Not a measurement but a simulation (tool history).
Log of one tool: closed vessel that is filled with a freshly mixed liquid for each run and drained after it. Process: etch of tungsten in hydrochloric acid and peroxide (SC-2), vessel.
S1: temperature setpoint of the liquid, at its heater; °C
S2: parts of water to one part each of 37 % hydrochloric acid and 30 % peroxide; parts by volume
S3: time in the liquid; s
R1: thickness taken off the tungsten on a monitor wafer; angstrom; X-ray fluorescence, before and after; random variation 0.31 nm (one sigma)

run	day	S1	S2	S3	R1
1	0.000	50.0	6	100	239.69
2	0.325	47.0	6	100	191.33
3	0.433	48.5	6	100	212.95
4	0.750	49.5	6	100	226.22
5	0.992	44.5	6	100	165.47
6	1.362	44.5	6	100	165.86
7	1.567	46.5	6	100	189.59
8	1.758	48.0	6	100	209.43
9	1.954	49.5	6	100	226.27
10	2.108	49.5	6	100	226.84
11	2.408	50.5	6	100	244.44

The next listed run, before its measurement:
12	2.462	51.5	6	100	?

Run 12 gave R1 258.81 angstrom.

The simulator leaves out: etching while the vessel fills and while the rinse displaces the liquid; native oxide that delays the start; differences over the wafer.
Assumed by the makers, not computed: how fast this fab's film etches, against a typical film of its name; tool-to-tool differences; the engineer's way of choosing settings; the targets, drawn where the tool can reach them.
